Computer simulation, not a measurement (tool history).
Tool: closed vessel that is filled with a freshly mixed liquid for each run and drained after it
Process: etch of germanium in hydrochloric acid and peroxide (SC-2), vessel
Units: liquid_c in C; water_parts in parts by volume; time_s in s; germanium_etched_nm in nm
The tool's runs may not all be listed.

| run | hour | liquid_c | water_parts | time_s | germanium_etched_nm |
|---|---|---|---|---|---|
| 1 | 0.0 | 56.0 | 6 | 85 | 254.52 |
| 2 | 6.0 | 56.0 | 6 | 85 | 254.64 |
| 3 | 9.4 | 50.5 | 6 | 85 | 213.92 |
| 4 | 17.8 | 49.5 | 6 | 85 | 206.09 |
| 5 | 23.0 | 49.5 | 6 | 90 | 219.33 |
| 6 | 26.7 | 53.5 | 6 | 90 | 249.70 |
| 7 | 33.6 | 51.0 | 6 | 90 | 228.44 |

Forecast run 8:
| 8 | 39.5 | 49.5 | 6 | 90 | ? |

germanium_etched_nm: 219.75 nm
